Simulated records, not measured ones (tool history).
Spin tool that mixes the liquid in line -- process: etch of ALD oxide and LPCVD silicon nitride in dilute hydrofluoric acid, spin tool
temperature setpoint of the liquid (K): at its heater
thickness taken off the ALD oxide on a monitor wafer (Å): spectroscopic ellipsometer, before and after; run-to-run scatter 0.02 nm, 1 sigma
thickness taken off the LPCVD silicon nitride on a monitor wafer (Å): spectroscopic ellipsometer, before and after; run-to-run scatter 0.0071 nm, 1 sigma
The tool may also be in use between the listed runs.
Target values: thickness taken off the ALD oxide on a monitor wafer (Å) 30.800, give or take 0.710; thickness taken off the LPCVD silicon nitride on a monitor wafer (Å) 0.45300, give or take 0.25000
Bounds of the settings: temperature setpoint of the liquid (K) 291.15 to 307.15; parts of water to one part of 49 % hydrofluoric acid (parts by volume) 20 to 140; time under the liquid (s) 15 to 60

| run | hour | temperature setpoint of the liquid (K) | parts of water to one part of 49 % hydrofluoric acid (parts by volume) | time under the liquid (s) | thickness taken off the ALD oxide on a monitor wafer (Å) | thickness taken off the LPCVD silicon nitride on a monitor wafer (Å) |
|---|---|---|---|---|---|---|
| 1 | 0.0 | 299.15 | 75 | 30 | 139.780 | 2.00530 |
| 2 | 6.1 | 299.15 | 75 | 45 | 211.040 | 4.20890 |
| 3 | 7.7 | 299.15 | 75 | 35 | 162.650 | 2.23800 |
| 4 | 10.0 | 299.15 | 75 | 45 | 209.120 | 3.92180 |
| 5 | 10.8 | 296.65 | 95 | 40 | 129.060 | 1.96710 |
| 6 | 12.3 | 299.65 | 95 | 40 | 146.170 | 1.86960 |
| 7 | 15.5 | 297.15 | 110 | 35 | 98.551 | 1.60040 |
| 8 | 23.5 | 295.15 | 120 | 30 | 69.695 | 1.13970 |
| 9 | 24.2 | 294.15 | 125 | 25 | 53.752 | 0.67211 |
| 10 | 31.2 | 293.15 | 130 | 20 | 39.440 | 0.51802 |
| 11 | 33.4 | 292.65 | 135 | 20 | 37.112 | 0.62014 |
| 12 | 41.2 | 292.15 | 135 | 20 | 36.540 | 0.47449 |
| 13 | 42.9 | 291.65 | 140 | 20 | 34.212 | 0.48714 |
| 14 | 45.2 | 291.15 | 140 | 15 | 25.143 | 0.33790 |
| 15 | 51.8 | 292.15 | 140 | 15 | 26.244 | 0.39632 |
| 16 | 57.7 | 292.65 | 135 | 15 | 27.917 | 0.38311 |
| 17 | 66.0 | 293.65 | 135 | 15 | 28.890 | 0.25648 |
| 18 | 67.5 | 293.15 | 135 | 15 | 28.463 | 0.33785 |
| 19 | 76.5 | 292.65 | 135 | 15 | 27.893 | 0.43596 |

Which of these 4 next moves meets every target?
| A | 85.5 | 291.65 | 115 | 15 | ? | ? |
| B | 85.5 | 296.15 | 140 | 15 | ? | ? |
| C | 85.5 | 298.15 | 140 | 15 | ? | ? |
| D | 85.5 | 297.65 | 140 | 15 | ? | ? |

| move | thickness taken off the ALD oxide on a monitor wafer (Å) | thickness taken off the LPCVD silicon nitride on a monitor wafer (Å) |
|---|---|---|
| A | 32.010 | 0.43527 |
| B | 30.641 | 0.48536 |
| C | 33.093 | 0.55250 |
| D | 32.467 | 0.53500 |
A: moves the result that the last run missed by most past its target, out the other side
B: in spec on every target
C: moves the result that the last run missed by most past its target, out the other side
D: moves the result that the last run missed by most past its target, out the other side
Answer: B

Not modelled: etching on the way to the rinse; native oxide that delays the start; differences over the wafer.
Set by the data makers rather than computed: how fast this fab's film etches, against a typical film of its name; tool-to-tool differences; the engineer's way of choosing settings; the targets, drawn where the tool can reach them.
